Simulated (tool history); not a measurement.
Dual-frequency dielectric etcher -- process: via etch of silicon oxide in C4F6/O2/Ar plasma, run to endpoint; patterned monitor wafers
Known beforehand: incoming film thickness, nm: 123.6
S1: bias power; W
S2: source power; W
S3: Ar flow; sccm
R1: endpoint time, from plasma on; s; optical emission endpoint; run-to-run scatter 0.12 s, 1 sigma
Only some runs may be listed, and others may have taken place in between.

{"run": 1, "hour": 0.0, "S1": 372, "S2": 410, "S3": 320, "R1": 29.428}
{"run": 2, "hour": 3.2, "S1": 353, "S2": 400, "S3": 321, "R1": 29.622}
{"run": 3, "hour": 8.0, "S1": 338, "S2": 380, "S3": 326, "R1": 30.563}
{"run": 4, "hour": 12.9, "S1": 325, "S2": 370, "S3": 328, "R1": 30.959}
{"run": 5, "hour": 15.6, "S1": 325, "S2": 430, "S3": 328, "R1": 29.803}
{"run": 6, "hour": 23.5, "S1": 325, "S2": 430, "S3": 282, "R1": 29.491}

Forecast run 7:
{"run": 7, "hour": 32.3, "S1": 308, "S2": 410, "S3": 286, "R1": "?"}

R1: 30.148 s
